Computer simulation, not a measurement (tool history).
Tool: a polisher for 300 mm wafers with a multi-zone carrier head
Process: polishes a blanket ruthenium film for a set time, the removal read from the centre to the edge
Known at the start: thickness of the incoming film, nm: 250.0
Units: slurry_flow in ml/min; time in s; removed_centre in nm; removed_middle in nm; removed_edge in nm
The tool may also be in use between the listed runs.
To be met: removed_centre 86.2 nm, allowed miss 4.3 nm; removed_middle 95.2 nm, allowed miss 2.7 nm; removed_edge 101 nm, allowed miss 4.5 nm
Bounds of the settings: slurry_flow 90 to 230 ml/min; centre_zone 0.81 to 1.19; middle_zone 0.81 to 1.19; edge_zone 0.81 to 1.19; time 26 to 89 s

run  hour  slurry_flow  centre_zone  middle_zone  edge_zone  time  removed_centre  removed_middle  removed_edge
  1     0          150            1            1          1    57          72.054          74.639          70.9
  2   7.4          155         0.98         0.99       1.06    61          78.075          79.458        77.129
  3   8.7          155         0.98         0.99       1.06    67          84.216          88.756        85.963
  4  10.4          155         0.98         0.93       1.06    67          84.779           82.48        85.924
  5  11.5          160         0.94         0.93       1.09    69          83.953          86.461        87.889
  6  15.1          180         0.94         0.93       1.09    69          85.559          87.966        91.479
  7  20.5          180         0.94         0.93       1.09    69          85.674          87.416        89.444
  8  22.3          175         0.91         0.92       1.12    71          85.759          90.551         93.73
  9  23.9          180         0.89         0.91       1.14    72          87.189          90.113        97.294
 10    27          185         0.88         0.92       1.15    72          84.455          92.246        97.503
 11  34.3          190         0.88         0.92       1.16    72           85.01           92.61        97.632
 12  39.9          190         0.88         0.92       1.17    72          85.076          90.839        97.897
     43.9  -- edge zone pressure recalibrated
 13  43.9          210         0.86         0.95       1.19    73          85.344          96.243        105.63
 14  45.3          210         0.86         0.95       1.19    73           85.69          97.206         105.4
 15  54.1          205         0.87         0.95       1.18    73          87.815          97.369        106.87

Which of these 5 next moves meets every target?
  A  62.9          160         0.87         0.98       1.05    77               ?               ?             ?
  B  62.9          185         0.83         0.93       1.19    78               ?               ?             ?
  C  62.9          210         0.85         0.97       1.19    77               ?               ?             ?
  D  62.9          160         0.92            1       1.19    77               ?               ?             ?
  E  62.9          230         0.89         0.96       1.16    70               ?               ?             ?

move  removed_centre  removed_middle  removed_edge
   A          86.531          100.83        101.22
   B          86.052          100.36        111.01
   C          88.967          104.66        111.15
   D          91.561          102.52        107.39
   E          85.897          95.494        100.75
A: brings the result that was furthest off to its target, and leaves another outside
B: further off than the last run
C: further off than the last run
D: further off than the last run
E: meets every target
Answer: E
